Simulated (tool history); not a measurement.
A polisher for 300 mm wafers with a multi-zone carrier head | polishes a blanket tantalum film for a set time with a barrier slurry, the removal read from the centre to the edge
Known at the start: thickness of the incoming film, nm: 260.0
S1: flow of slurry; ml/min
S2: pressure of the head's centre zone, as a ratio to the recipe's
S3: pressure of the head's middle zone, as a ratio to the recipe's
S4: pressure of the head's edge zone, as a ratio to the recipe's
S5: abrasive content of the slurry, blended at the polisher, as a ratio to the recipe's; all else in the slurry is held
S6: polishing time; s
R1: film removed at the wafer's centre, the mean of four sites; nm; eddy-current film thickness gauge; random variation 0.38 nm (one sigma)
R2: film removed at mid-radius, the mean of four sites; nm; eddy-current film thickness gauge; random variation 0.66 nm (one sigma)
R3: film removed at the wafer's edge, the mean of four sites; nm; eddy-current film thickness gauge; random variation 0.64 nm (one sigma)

Run 1, hour 0.0: S1 305 ml/min, S2 1.00, S3 1.00, S4 1.00, S5 1.00, S6 51 s. Result: R1 93.928 nm, R2 91.410 nm, R3 93.200 nm.
Run 2, hour 7.9: S1 300 ml/min, S2 0.97, S3 0.99, S4 0.97, S5 0.85, S6 48 s. Result: R1 82.646 nm, R2 81.914 nm, R3 84.352 nm.
Run 3, hour 12.4: S1 300 ml/min, S2 0.93, S3 0.99, S4 0.97, S5 0.85, S6 48 s. Result: R1 80.590 nm, R2 84.334 nm, R3 84.004 nm.
Run 4, hour 17.2: S1 300 ml/min, S2 0.93, S3 0.99, S4 0.97, S5 1.05, S6 48 s. Result: R1 85.250 nm, R2 85.956 nm, R3 88.285 nm.
Run 5, hour 23.5: S1 300 ml/min, S2 0.92, S3 0.98, S4 0.94, S5 0.90, S6 45 s. Result: R1 75.682 nm, R2 77.238 nm, R3 77.593 nm.
Run 6, hour 25.2: S1 270 ml/min, S2 0.92, S3 0.98, S4 0.94, S5 0.90, S6 45 s. Result: R1 74.384 nm, R2 75.523 nm, R3 77.394 nm.
Run 7, hour 25.8: S1 270 ml/min, S2 0.90, S3 0.97, S4 0.91, S5 0.80, S6 44 s. Result: R1 68.858 nm, R2 72.753 nm, R3 71.759 nm.

The next listed run, before its measurement:
Run 8, hour 30.9: S1 265 ml/min, S2 0.89, S3 0.94, S4 0.89, S5 0.70, S6 43 s. Result: R1 ?, R2 ?, R3 ?.

{"run 8": {"R1": 64.917, "R2": 65.561, "R3": 67.265}}
